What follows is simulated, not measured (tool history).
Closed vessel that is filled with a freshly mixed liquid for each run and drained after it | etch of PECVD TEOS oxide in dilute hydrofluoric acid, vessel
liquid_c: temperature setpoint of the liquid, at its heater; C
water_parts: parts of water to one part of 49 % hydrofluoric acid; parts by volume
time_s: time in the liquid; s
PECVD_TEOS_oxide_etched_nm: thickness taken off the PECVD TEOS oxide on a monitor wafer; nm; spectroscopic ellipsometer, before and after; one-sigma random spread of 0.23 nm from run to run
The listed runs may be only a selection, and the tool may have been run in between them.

run 1 hour=0.0 | liquid_c=25.0 water_parts=150 time_s=395 | PECVD_TEOS_oxide_etched_nm=32.240
run 2 hour=6.4 | liquid_c=25.0 water_parts=150 time_s=395 | PECVD_TEOS_oxide_etched_nm=32.283
run 3 hour=14.0 | liquid_c=25.0 water_parts=150 time_s=395 | PECVD_TEOS_oxide_etched_nm=32.163
run 4 hour=19.7 | liquid_c=23.0 water_parts=150 time_s=395 | PECVD_TEOS_oxide_etched_nm=29.940
-- hour=23.0 thermometer replaced
run 5 hour=23.0 | liquid_c=23.0 water_parts=130 time_s=395 | PECVD_TEOS_oxide_etched_nm=36.772
run 6 hour=26.7 | liquid_c=26.0 water_parts=120 time_s=395 | PECVD_TEOS_oxide_etched_nm=45.160
run 7 hour=31.7 | liquid_c=28.0 water_parts=120 time_s=395 | PECVD_TEOS_oxide_etched_nm=48.568
run 8 hour=39.9 | liquid_c=29.5 water_parts=120 time_s=395 | PECVD_TEOS_oxide_etched_nm=51.306
run 9 hour=47.6 | liquid_c=30.5 water_parts=120 time_s=395 | PECVD_TEOS_oxide_etched_nm=53.225
run 10 hour=54.9 | liquid_c=31.5 water_parts=120 time_s=395 | PECVD_TEOS_oxide_etched_nm=55.210

Expected results for the next run?
run 11 hour=59.5 | liquid_c=32.0 water_parts=120 time_s=395 | PECVD_TEOS_oxide_etched_nm=?

Run 11 came out at PECVD_TEOS_oxide_etched_nm 55.970 nm.

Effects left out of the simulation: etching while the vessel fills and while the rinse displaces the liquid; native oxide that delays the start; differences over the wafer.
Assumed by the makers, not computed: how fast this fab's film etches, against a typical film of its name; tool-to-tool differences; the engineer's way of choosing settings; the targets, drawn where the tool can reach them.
